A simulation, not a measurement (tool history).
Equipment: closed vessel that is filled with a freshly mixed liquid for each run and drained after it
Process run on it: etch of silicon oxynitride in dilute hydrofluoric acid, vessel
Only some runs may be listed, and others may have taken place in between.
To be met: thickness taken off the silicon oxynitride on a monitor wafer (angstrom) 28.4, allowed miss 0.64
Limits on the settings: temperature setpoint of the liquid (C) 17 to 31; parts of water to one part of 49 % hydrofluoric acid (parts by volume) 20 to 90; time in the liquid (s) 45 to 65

run,hour,temperature setpoint of the liquid (C),parts of water to one part of 49 % hydrofluoric acid (parts by volume),time in the liquid (s),thickness taken off the silicon oxynitride on a monitor wafer (angstrom)
1,0,23,50,65,19.27
2,8.3,23,50,45,13.281
3,9.8,25,45,45,16.118
4,12.3,26,40,45,19.145
5,20.7,27.5,35,45,23.808
6,22,27.5,20,45,41.689
7,28.7,27.5,20,45,42.193
8,30.2,26,25,45,30.995
9,37.6,25.5,25,45,30.357
10,43.5,25,25,45,29.478

Consider the 4 candidate settings below. Which is the only one whose results all fall within their allowed miss of target?
A,49.4,23.5,25,50,?
B,49.4,28.5,40,65,?
C,49.4,24,30,55,?
D,49.4,22,30,65,?

move,thickness taken off the silicon oxynitride on a monitor wafer (angstrom)
A,30.537
B,31.299
C,28.615
D,30.609
A: the biggest miss grows against the last run
B: the biggest miss grows against the last run
C: every result within its allowed miss
D: the biggest miss grows against the last run
Answer: C
